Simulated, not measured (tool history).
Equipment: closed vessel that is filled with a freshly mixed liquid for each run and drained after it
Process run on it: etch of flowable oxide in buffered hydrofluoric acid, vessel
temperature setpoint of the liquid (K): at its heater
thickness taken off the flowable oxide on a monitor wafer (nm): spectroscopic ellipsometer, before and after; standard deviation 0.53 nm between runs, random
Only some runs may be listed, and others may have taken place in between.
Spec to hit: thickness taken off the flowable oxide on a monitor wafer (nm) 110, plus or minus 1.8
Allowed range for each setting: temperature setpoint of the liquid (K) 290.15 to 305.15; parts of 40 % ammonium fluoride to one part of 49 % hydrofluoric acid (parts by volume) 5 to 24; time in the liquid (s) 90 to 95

run	hour	temperature setpoint of the liquid (K)	parts of 40 % ammonium fluoride to one part of 49 % hydrofluoric acid (parts by volume)	time in the liquid (s)	thickness taken off the flowable oxide on a monitor wafer (nm)
1	0	297.15	14.5	90	149.31
2	1.6	297.15	18	90	120.34
3	6.3	296.65	18	90	116.74
4	15.1	296.65	18	95	123.1
# hour 18.4: hydrofluoric acid flow meter replaced
5	18.4	294.15	18	95	98.845
6	20.1	294.65	18	95	100.73
7	22.8	295.15	18	95	103.72
8	24.1	295.65	18	95	106.39

Exactly one of the 5 candidate moves below puts every result within its allowed miss. Which one?
A	25.4	294.65	16.5	90	?
B	25.4	296.15	17.5	90	?
C	25.4	299.65	24	95	?
D	25.4	296.65	18.5	90	?
E	25.4	294.65	16.5	95	?

move	thickness taken off the flowable oxide on a monitor wafer (nm)
A	104.3
B	106.94
C	105.65
D	104.06
E	110.1
A: moves away from the targets compared with the last run
B: closer than the last run, but not yet in spec
C: moves away from the targets compared with the last run
D: moves away from the targets compared with the last run
E: every result within its allowed miss
Go with E: it meets all targets.
